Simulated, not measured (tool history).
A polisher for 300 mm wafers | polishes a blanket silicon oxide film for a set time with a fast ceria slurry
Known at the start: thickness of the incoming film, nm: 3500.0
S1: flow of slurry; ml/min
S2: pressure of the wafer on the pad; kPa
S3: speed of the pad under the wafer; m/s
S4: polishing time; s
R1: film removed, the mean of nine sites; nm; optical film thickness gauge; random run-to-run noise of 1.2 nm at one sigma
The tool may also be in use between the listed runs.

run	hour	S1	S2	S3	S4	R1
1	0	260	13.1	0.98	36	352.34
2	6.9	260	13.1	0.78	36	287.25
3	9.3	255	11	0.78	36	239.78
4	17.8	255	11	0.78	32	215.66
5	24.2	250	10.3	0.78	32	203.24
6	26.6	250	10.3	0.78	32	200.87
7	29.9	235	9.7	0.78	32	184.62
8	30.7	215	9.7	0.78	32	183.58
9	35.6	205	9.7	0.78	32	182.06
10	44.5	195	9.7	0.78	32	180.75

Estimate the outcome of run 11 from the log above:
11	52.4	190	9.7	0.78	32	?

{"run 11": {"R1": 177.3}}
